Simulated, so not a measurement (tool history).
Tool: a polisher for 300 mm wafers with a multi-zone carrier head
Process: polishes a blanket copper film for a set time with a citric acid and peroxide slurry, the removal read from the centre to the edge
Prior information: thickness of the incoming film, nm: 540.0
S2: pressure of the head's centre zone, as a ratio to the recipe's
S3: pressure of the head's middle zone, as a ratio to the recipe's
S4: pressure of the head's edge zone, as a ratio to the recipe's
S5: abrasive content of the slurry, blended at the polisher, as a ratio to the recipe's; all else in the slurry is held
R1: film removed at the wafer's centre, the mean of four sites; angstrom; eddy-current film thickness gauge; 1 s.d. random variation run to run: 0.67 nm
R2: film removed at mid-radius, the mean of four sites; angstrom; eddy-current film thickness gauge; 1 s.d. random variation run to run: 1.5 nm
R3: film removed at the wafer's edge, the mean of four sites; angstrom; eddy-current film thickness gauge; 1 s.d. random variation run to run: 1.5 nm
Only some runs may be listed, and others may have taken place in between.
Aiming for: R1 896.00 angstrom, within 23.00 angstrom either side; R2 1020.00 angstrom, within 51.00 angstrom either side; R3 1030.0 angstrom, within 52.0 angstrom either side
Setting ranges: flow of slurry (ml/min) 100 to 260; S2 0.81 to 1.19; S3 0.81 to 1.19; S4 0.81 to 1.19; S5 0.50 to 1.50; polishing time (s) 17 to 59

run 1 hour=0.0 | flow_of_slurry_(ml/min)=165 S2=1.00 S3=1.00 S4=1.00 S5=1.00 polishing_time_(s)=38 | R1=1051.70 R2=1022.30 R3=1056.8
run 2 hour=2.4 | flow_of_slurry_(ml/min)=160 S2=0.99 S3=1.01 S4=1.00 S5=1.00 polishing_time_(s)=38 | R1=1033.30 R2=1025.20 R3=1042.2
run 3 hour=4.5 | flow_of_slurry_(ml/min)=160 S2=0.99 S3=0.93 S4=1.00 S5=1.00 polishing_time_(s)=38 | R1=1036.50 R2=953.44 R3=1050.6
run 4 hour=9.1 | flow_of_slurry_(ml/min)=160 S2=0.99 S3=0.93 S4=1.00 S5=1.00 polishing_time_(s)=42 | R1=1153.60 R2=1073.80 R3=1155.8
run 5 hour=14.4 | flow_of_slurry_(ml/min)=160 S2=1.03 S3=0.93 S4=1.00 S5=1.00 polishing_time_(s)=42 | R1=1197.80 R2=1050.40 R3=1160.2
run 6 hour=22.5 | flow_of_slurry_(ml/min)=155 S2=1.00 S3=0.93 S4=0.99 S5=1.00 polishing_time_(s)=42 | R1=1140.90 R2=1045.60 R3=1146.2
run 7 hour=30.6 | flow_of_slurry_(ml/min)=155 S2=1.00 S3=0.93 S4=0.99 S5=1.00 polishing_time_(s)=42 | R1=1158.70 R2=1089.10 R3=1119.3
run 8 hour=34.3 | flow_of_slurry_(ml/min)=150 S2=0.98 S3=0.92 S4=1.00 S5=1.00 polishing_time_(s)=42 | R1=1117.70 R2=1038.70 R3=1129.9

Exercise: of the 5 proposed moves below, exactly one satisfies all targets within the stated allowed misses. Which move is it?
run A hour=38.0 | flow_of_slurry_(ml/min)=145 S2=0.81 S3=0.93 S4=1.13 S5=0.90 polishing_time_(s)=42 | R1=? R2=? R3=?
run B hour=38.0 | flow_of_slurry_(ml/min)=150 S2=0.88 S3=1.02 S4=1.01 S5=1.05 polishing_time_(s)=37 | R1=? R2=? R3=?
run C hour=38.0 | flow_of_slurry_(ml/min)=140 S2=0.81 S3=1.00 S4=1.00 S5=1.05 polishing_time_(s)=38 | R1=? R2=? R3=?
run D hour=38.0 | flow_of_slurry_(ml/min)=175 S2=0.81 S3=0.90 S4=1.09 S5=1.10 polishing_time_(s)=39 | R1=? R2=? R3=?
run E hour=38.0 | flow_of_slurry_(ml/min)=145 S2=1.01 S3=0.86 S4=1.06 S5=1.00 polishing_time_(s)=44 | R1=? R2=? R3=?

move=A R1=905.08 R2=1018.00 R3=1200.0
move=B R1=906.26 R2=1003.20 R3=1041.1
move=C R1=846.03 R2=1004.90 R3=1056.5
move=D R1=910.08 R2=996.16 R3=1172.8
move=E R1=1215.30 R2=1032.80 R3=1250.4
A: brings the result that was furthest off to its target, and leaves another outside
B: hits every target within its allowed miss
C: the result that was furthest off in the last run now lies on the other side of its target
D: brings the result that was furthest off to its target, and leaves another outside
E: misses by more than the last run did
B meets every target.
